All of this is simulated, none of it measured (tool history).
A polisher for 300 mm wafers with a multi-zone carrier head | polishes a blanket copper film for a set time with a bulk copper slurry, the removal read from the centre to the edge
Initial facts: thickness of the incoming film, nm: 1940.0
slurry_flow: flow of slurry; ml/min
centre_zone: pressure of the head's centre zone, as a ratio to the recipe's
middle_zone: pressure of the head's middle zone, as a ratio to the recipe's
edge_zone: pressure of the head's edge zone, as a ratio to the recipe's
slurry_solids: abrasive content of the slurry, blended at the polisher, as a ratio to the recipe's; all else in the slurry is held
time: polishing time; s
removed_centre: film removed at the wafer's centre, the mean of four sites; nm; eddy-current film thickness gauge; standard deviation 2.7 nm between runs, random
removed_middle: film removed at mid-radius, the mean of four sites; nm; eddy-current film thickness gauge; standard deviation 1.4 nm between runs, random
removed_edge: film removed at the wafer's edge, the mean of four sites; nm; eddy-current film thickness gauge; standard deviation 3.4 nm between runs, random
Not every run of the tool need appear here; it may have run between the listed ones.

run	day	slurry_flow	centre_zone	middle_zone	edge_zone	slurry_solids	time	removed_centre	removed_middle	removed_edge
1	0.000	220	1.00	1.00	1.00	1.00	47	451.88	440.85	455.89
2	0.046	220	1.00	1.05	1.00	1.00	47	457.60	460.49	466.02
3	0.112	215	0.98	1.03	0.98	0.95	45	407.49	427.53	432.70
4	0.412	215	0.98	1.03	1.03	0.95	45	421.45	432.56	440.49
5	0.708	215	0.98	1.02	1.01	0.90	43	398.48	400.09	410.50
6	0.800	215	0.97	1.01	0.99	0.85	41	361.80	378.37	380.29
7	0.846	210	0.97	0.99	0.97	0.80	40	355.44	355.62	373.81
8	1.121	220	0.96	0.99	0.96	0.75	38	337.11	336.09	342.09
9	1.254	220	0.95	0.98	0.95	0.70	37	315.85	324.91	331.99
10	1.383	230	0.94	0.97	0.94	0.70	36	299.84	314.14	319.09
11	1.725	235	0.94	0.96	0.93	0.70	35	292.15	303.54	310.42
12	1.817	235	0.94	0.96	0.93	0.70	35	301.74	300.91	305.90
13	1.950	235	0.93	0.95	0.92	0.70	34	293.23	289.64	305.86
14	2.142	240	0.92	0.95	0.91	0.70	33	283.10	282.32	284.70
15	2.321	240	0.91	0.94	0.90	0.70	32	263.62	272.18	284.34
16	2.450	245	0.90	0.93	0.89	0.70	32	264.15	274.41	277.33
17	2.571	250	0.89	0.92	0.88	0.70	32	256.45	273.25	284.11
18	2.679	255	0.89	0.92	0.87	0.70	31	252.72	262.18	277.97

What does the tool deliver on the next run?
19	2.875	250	0.89	0.92	0.86	0.70	31	?	?	?

{"run 19": {"removed_centre": 248.92, "removed_middle": 263.14, "removed_edge": 278.44}}
